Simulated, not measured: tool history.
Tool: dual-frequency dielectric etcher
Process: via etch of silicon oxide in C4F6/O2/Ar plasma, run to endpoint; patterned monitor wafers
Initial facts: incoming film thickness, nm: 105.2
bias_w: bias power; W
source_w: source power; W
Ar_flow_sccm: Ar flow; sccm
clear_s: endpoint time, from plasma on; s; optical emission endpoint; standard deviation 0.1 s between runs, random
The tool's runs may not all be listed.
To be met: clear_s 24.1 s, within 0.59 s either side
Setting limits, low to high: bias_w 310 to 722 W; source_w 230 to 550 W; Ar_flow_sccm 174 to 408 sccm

run,hour,bias_w,source_w,Ar_flow_sccm,clear_s
1,0,516,390,291,21.102
2,6.4,470,380,293,22.081
3,10.2,470,440,293,20.786
4,19,515,440,293,20.083
5,20.5,460,420,296,21.254
6,28.5,422,400,298,22.568
7,32.3,401,400,299,23.149
8,39.9,389,400,299,23.429

Which one of the following 5 next-run settings gets every result inside its allowed miss? There is exactly one.
A,47.5,415,350,316,?
B,47.5,395,460,403,?
C,47.5,389,430,303,?
D,47.5,396,340,368,?
E,47.5,408,410,271,?

move,clear_s
A,23.989
B,22.795
C,22.781
D,25.099
E,22.469
A: all results land within tolerance of their targets
B: the biggest miss grows against the last run
C: the biggest miss grows against the last run
D: the result that was furthest off in the last run now lies on the other side of its target
E: the biggest miss grows against the last run
Correct choice: A, which meets every target
